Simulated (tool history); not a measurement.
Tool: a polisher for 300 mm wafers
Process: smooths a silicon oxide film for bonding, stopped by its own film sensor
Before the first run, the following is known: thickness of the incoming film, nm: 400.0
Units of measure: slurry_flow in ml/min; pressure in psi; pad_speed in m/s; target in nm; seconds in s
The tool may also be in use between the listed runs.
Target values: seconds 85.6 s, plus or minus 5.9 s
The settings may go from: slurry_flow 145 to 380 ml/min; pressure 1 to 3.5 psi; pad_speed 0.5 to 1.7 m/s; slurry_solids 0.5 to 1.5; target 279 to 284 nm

run  hour  slurry_flow  pressure  pad_speed  slurry_solids  target  seconds
  1     0          245       2.2        1.1              1     284   122.32
  2   2.2          245       1.7        1.1              1     284    164.1
  3   7.2          245       1.9       1.12              1     284   142.96
  4   9.1          245       2.1       1.14              1     284   130.93
  5    17          245       2.1        0.9              1     284   158.63
  6  18.2          245       2.3       0.92              1     284   142.16
  7  25.2          245       2.5       0.94              1     284   129.24
  8  29.6          245       2.5       0.94              1     284   126.44
  9  36.8          245       2.6       0.96              1     284    120.8
 10  40.9          245       2.7       0.98              1     284   115.68
 11  43.2          245       2.8          1              1     284   107.26
 12  50.1          245       2.9          1              1     284   106.65

Exercise: of the 5 proposed moves below, exactly one satisfies all targets within the stated allowed misses. Which move is it?
  A    57          255       3.2       1.02           1.05     279        ?
  B    57          240         3       1.14            1.1     284        ?
  C    57          250         3       0.92            1.1     280        ?
  D    57          235       2.4       0.78              1     279        ?
  E    57          200       3.3        1.3            1.1     284        ?

move  seconds
   A   95.307
   B   87.702
   C   107.32
   D   161.02
   E   73.141
A: better than the last run, though not everything is in spec
B: in spec on every target
C: no nearer and no further than the last run
D: moves away from the targets compared with the last run
E: moves the result that the last run missed by most past its target, out the other side
The right move is B.

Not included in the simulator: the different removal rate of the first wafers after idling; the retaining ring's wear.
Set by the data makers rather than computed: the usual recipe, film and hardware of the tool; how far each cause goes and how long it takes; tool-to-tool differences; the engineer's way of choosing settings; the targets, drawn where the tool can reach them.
